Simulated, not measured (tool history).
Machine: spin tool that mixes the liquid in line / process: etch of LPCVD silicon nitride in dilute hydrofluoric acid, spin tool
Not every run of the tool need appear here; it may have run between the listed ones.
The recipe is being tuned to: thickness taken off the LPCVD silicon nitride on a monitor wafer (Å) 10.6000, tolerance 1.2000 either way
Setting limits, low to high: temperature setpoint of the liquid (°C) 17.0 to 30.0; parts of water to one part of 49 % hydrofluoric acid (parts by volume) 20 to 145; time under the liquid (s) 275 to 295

run  hour  temperature setpoint of the liquid (°C)  parts of water to one part of 49 % hydrofluoric acid (parts by volume)  time under the liquid (s)  thickness taken off the LPCVD silicon nitride on a monitor wafer (Å)
  1   0.0                                     22.0                                                                      80                        275                                                               16.4240
  2   6.3                                     21.5                                                                      80                        275                                                               16.0640
  3  13.3                                     21.5                                                                      80                        275                                                               14.8930
  4  19.2                                     21.5                                                                      80                        295                                                               15.2680
  5  21.9                                     21.5                                                                      60                        295                                                               21.1190
  6  30.9                                     21.0                                                                      65                        295                                                               18.9110
  7  34.0                                     20.5                                                                      65                        295                                                               18.9900
  8  35.7                                     20.5                                                                      70                        295                                                               18.2710

Exercise: of the 5 proposed moves below, exactly one satisfies all targets within the stated allowed misses. Which move is it?
  A  37.4                                     17.0                                                                      85                        275                                                                     ?
  B  37.4                                     19.0                                                                      25                        295                                                                     ?
  C  37.4                                     18.5                                                                     120                        275                                                                     ?
  D  37.4                                     20.0                                                                     130                        275                                                                     ?
  E  37.4                                     25.0                                                                      45                        295                                                                     ?

move  thickness taken off the LPCVD silicon nitride on a monitor wafer (Å)
   A                                                               10.4590
   B                                                               42.1740
   C                                                                8.3053
   D                                                                8.5063
   E                                                               36.1270
A: meets every target
B: its largest miss is bigger than the last run's
C: takes the biggest miss from the last run beyond its target
D: takes the biggest miss from the last run beyond its target
E: its largest miss is bigger than the last run's
Move A is the one to make.
